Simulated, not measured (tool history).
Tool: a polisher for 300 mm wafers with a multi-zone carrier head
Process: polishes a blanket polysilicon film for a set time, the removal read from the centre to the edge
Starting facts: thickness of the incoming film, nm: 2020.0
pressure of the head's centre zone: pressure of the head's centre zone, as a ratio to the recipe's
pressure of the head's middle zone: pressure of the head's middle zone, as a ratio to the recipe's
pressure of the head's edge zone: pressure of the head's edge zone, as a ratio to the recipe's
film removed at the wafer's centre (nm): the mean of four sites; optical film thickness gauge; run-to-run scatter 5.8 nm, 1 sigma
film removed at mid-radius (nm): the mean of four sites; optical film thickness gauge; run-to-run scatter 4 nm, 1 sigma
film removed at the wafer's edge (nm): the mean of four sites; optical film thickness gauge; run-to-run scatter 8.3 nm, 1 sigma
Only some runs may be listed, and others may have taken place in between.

run,hour,flow of slurry (ml/min),pressure of the head's centre zone,pressure of the head's middle zone,pressure of the head's edge zone,polishing time (s),film removed at the wafer's centre (nm),film removed at mid-radius (nm),film removed at the wafer's edge (nm)
1,0.0,230,1.00,1.00,1.00,67,384.32,379.59,384.92
2,4.5,230,1.00,1.00,1.00,53,306.00,302.47,317.20
3,9.8,245,1.01,1.03,1.05,66,383.24,388.36,395.52
4,15.0,260,1.03,1.06,1.09,74,447.69,447.63,456.74
# hour 16.2: worn pad replaced by a new one
5,16.2,270,1.04,1.10,1.11,80,509.77,523.58,519.12
6,23.1,270,1.08,1.10,1.11,80,529.33,526.44,523.02
7,30.3,280,1.09,1.13,1.13,82,550.99,548.11,536.09
8,32.7,285,1.09,1.15,1.14,85,566.25,582.40,567.50

Predict the results of run 9:
9,35.8,285,1.09,1.15,1.14,85,?,?,?

film removed at the wafer's centre (nm): 581.93
film removed at mid-radius (nm): 582.30
film removed at the wafer's edge (nm): 569.31
